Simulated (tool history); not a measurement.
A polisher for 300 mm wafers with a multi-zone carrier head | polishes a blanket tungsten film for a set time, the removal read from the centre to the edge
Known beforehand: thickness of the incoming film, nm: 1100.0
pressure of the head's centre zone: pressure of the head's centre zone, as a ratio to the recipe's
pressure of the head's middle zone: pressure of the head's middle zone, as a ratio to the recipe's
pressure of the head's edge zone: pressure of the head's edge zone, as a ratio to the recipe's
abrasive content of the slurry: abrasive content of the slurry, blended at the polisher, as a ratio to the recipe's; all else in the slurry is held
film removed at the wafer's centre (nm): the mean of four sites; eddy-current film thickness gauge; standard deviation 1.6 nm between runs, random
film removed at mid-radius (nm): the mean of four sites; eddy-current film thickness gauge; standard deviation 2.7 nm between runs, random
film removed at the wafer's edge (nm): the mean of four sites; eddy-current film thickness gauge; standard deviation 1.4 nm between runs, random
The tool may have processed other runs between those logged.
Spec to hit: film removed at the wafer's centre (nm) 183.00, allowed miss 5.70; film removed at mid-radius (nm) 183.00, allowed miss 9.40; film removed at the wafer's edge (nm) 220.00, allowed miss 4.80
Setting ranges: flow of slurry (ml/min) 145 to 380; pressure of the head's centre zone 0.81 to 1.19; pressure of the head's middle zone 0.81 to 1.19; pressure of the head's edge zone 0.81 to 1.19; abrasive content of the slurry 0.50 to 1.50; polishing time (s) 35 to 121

run    day  flow of slurry (ml/min)  pressure of the head's centre zone  pressure of the head's middle zone  pressure of the head's edge zone  abrasive content of the slurry  polishing time (s)  film removed at the wafer's centre (nm)  film removed at mid-radius (nm)  film removed at the wafer's edge (nm)
  1  0.000                      245                                1.00                                1.00                              1.00                            1.00                  78                                   299.49                           286.32                                 308.73
  2  0.196                      245                                1.00                                1.05                              1.00                            1.00                  78                                   296.15                           313.73                                 308.24
  3  0.404                      215                                1.00                                1.05                              1.00                            1.00                  78                                   294.32                           304.14                                 304.04
  4  0.617                      180                                1.00                                1.05                              1.00                            1.00                  78                                   280.37                           289.10                                 295.53
  5  0.779                      175                                0.96                                1.02                              0.98                            0.90                  76                                   259.90                           266.96                                 279.45
  6  1.021                      170                                0.93                                1.00                              0.98                            0.80                  74                                   239.18                           250.44                                 265.93
  7  1.179                      165                                0.91                                0.97                              0.97                            0.75                  72                                   226.96                           241.13                                 254.31
  8  1.350                      160                                0.90                                0.94                              0.98                            0.70                  70                                   216.12                           226.04                                 242.05

Which one of the following 5 next-run settings gets every result inside its allowed miss? There is exactly one.
  A  1.521                      145                                0.86                                0.81                              1.19                            0.85                  56                                        ?                                ?                                      ?
  B  1.521                      145                                0.91                                0.81                              1.07                            0.55                  68                                        ?                                ?                                      ?
  C  1.521                      150                                0.90                                0.89                              0.96                            0.70                  61                                        ?                                ?                                      ?
  D  1.521                      145                                1.03                                0.81                              1.11                            0.65                  61                                        ?                                ?                                      ?
  E  1.521                      155                                0.86                                0.85                              0.99                            1.00                  59                                        ?                                ?                                      ?

move  film removed at the wafer's centre (nm)  film removed at mid-radius (nm)  film removed at the wafer's edge (nm)
   A                                   167.38                           161.16                                 217.35
   B                                   199.21                           183.84                                 234.81
   C                                   184.99                           183.26                                 207.56
   D                                   201.00                           168.58                                 219.46
   E                                   184.37                           183.01                                 216.67
A: pushes the last run's worst result past its target
B: nearer than the last run, and not there yet
C: corrects the largest miss of the last run, while another result sits out of spec
D: nearer than the last run, and not there yet
E: meets every target
Go with E: it meets all targets.
